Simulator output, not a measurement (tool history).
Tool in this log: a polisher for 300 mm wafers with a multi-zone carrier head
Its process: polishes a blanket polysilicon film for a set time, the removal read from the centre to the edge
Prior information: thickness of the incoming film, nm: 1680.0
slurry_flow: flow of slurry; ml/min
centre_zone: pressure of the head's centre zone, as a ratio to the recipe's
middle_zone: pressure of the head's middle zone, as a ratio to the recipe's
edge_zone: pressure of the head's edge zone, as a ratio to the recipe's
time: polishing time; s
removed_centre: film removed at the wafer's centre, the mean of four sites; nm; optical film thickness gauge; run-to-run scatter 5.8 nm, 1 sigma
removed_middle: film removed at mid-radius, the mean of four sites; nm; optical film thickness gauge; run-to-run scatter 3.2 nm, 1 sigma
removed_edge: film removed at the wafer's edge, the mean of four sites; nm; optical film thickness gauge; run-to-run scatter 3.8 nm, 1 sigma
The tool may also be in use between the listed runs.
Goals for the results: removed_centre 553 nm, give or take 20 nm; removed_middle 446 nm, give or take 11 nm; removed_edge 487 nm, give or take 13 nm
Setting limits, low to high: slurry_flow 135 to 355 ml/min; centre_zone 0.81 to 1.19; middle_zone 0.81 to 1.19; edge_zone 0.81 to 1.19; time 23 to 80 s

| run | hour | slurry_flow | centre_zone | middle_zone | edge_zone | time | removed_centre | removed_middle | removed_edge |
|---|---|---|---|---|---|---|---|---|---|
| 1 | 0 | 225 | 1 | 1 | 1 | 51 | 608.94 | 642.66 | 670.02 |
| 2 | 4.2 | 215 | 1.05 | 0.95 | 0.94 | 47 | 577.34 | 564.32 | 593.7 |
| 3 | 8.4 | 205 | 1.09 | 0.91 | 0.9 | 45 | 573.92 | 527.13 | 538.57 |
| 4 | 9.1 | 205 | 1.09 | 0.91 | 0.9 | 57 | 735.91 | 669.28 | 682.33 |
| 5 | 13.4 | 205 | 1.14 | 0.91 | 0.9 | 57 | 766.75 | 658.93 | 701.5 |
| 6 | 16.2 | 205 | 1.14 | 0.91 | 0.9 | 65 | 848.93 | 761.25 | 789.37 |
| 7 | 20.9 | 195 | 1.13 | 0.88 | 0.89 | 56 | 729.75 | 634.21 | 661.92 |
| 8 | 28.8 | 195 | 1.14 | 0.86 | 0.89 | 50 | 666.41 | 556.96 | 594.78 |
| 9 | 34.2 | 190 | 1.14 | 0.84 | 0.89 | 47 | 620.09 | 511 | 560.35 |
| 10 | 37.8 | 180 | 1.14 | 0.83 | 0.88 | 45 | 583.48 | 486.41 | 538.26 |
| 11 | 40.3 | 175 | 1.15 | 0.82 | 0.86 | 44 | 569.44 | 469.33 | 517.42 |
|  | 45.7 | centre zone pressure recalibrated |
| 12 | 45.7 | 145 | 1.17 | 0.81 | 0.82 | 42 | 564.31 | 423.54 | 461.8 |

Exactly one of the 4 candidate moves below puts every result within its allowed miss. Which one?
| A | 51.1 | 140 | 1.19 | 0.81 | 0.85 | 40 | ? | ? | ? |
| B | 51.1 | 180 | 1.12 | 0.83 | 0.88 | 41 | ? | ? | ? |
| C | 51.1 | 195 | 1.19 | 1.02 | 0.86 | 37 | ? | ? | ? |
| D | 51.1 | 150 | 1.16 | 0.81 | 0.81 | 41 | ? | ? | ? |

| move | removed_centre | removed_middle | removed_edge |
|---|---|---|---|
| A | 550.23 | 397.22 | 448.81 |
| B | 564.32 | 436.6 | 485.93 |
| C | 550.5 | 455.35 | 437.67 |
| D | 560.19 | 414.12 | 455.76 |
A: further off than the last run
B: every result lands within tolerance
C: brings the last run's worst result on target, with another outside its allowed miss
D: further off than the last run
So the answer is move B, the one that meets all the targets.
